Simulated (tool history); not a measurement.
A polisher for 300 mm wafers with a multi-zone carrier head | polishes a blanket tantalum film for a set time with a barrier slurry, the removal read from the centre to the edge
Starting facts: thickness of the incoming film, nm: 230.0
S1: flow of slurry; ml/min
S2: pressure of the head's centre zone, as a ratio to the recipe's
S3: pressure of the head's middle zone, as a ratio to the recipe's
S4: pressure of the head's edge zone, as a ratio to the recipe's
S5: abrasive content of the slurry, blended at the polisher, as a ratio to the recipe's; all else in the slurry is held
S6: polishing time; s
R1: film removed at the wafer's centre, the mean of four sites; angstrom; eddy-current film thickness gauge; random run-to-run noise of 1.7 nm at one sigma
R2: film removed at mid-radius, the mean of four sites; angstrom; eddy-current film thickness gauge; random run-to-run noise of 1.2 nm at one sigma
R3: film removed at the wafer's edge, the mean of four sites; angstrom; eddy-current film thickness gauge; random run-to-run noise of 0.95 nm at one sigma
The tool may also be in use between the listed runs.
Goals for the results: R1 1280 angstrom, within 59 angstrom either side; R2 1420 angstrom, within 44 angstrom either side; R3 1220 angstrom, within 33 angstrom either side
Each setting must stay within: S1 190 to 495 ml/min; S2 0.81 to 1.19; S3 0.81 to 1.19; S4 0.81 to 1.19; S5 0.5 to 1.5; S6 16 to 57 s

run	hour	S1	S2	S3	S4	S5	S6	R1	R2	R3
1	0	320	1	1	1	1	36	881.53	846.25	880.68
2	1.3	320	1	1	1.06	1	36	892.7	858.63	890.7
3	3.6	335	1.01	1.05	1.06	1.15	37	949.56	952.86	966
4	6.2	350	1.02	1.09	1	1.2	39	1041.5	1055.4	1001
5	14.6	350	1.02	1.15	1	1.2	39	1027.1	1097.9	995.42
6	21.9	360	1.02	1.16	0.99	1.3	40	1077.6	1161.5	1036.2
7	26	370	1.02	1.17	0.99	1.35	41	1101.2	1224.9	1079.7
8	30.9	375	1.03	1.18	0.99	1.4	42	1172.2	1278.9	1114.4

Exercise: of the 5 proposed moves below, exactly one satisfies all targets within the stated allowed misses. Which move is it?
A	35.8	335	1.03	1.19	0.98	1.4	47	?	?	?
B	35.8	495	1.14	1.15	1.01	1.25	39	?	?	?
C	35.8	285	0.95	1.19	0.99	1.5	37	?	?	?
D	35.8	320	1.03	1.11	0.99	1.5	46	?	?	?
E	35.8	265	1.03	1.19	1.05	1.5	47	?	?	?

move	R1	R2	R3
A	1302.8	1410.3	1226.4
B	1203.5	1138.9	1028.6
C	942.27	1109.1	972.61
D	1287.8	1315.6	1222
E	1286	1395.8	1263
A: hits every target within its allowed miss
B: lands further from the targets than the last run did
C: lands further from the targets than the last run did
D: closer than the last run, but not yet in spec
E: puts the biggest miss on target and leaves a different result outside tolerance
So the answer is move A, the one that meets all the targets.
